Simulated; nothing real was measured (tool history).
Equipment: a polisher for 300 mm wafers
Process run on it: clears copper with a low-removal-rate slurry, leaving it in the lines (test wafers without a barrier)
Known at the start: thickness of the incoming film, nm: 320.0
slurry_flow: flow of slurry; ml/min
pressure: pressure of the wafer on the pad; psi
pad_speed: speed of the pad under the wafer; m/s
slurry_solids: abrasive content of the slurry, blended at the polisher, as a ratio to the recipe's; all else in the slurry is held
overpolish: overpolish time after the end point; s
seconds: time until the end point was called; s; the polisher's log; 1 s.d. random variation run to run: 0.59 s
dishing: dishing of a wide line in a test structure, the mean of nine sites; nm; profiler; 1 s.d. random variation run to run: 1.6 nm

run	hour	slurry_flow	pressure	pad_speed	slurry_solids	overpolish	seconds	dishing
1	0	310	3.2	1.24	1	30	86.623	72.846
2	8.6	310	3.6	1.24	1	33	77.077	86.523
3	9.2	310	3.9	1.24	1	35	70.726	94.901
4	16	310	4.1	1.24	1	37	68.067	103.34
5	22	310	4.3	1.24	1	38	64.693	105.84
6	26.2	310	4.3	1.24	1.15	38	62.028	109.33

The next listed run, before its measurement:
7	29.2	310	4.4	1.24	1.15	39	?	?

seconds: 61.742 s
dishing: 111.63 nm

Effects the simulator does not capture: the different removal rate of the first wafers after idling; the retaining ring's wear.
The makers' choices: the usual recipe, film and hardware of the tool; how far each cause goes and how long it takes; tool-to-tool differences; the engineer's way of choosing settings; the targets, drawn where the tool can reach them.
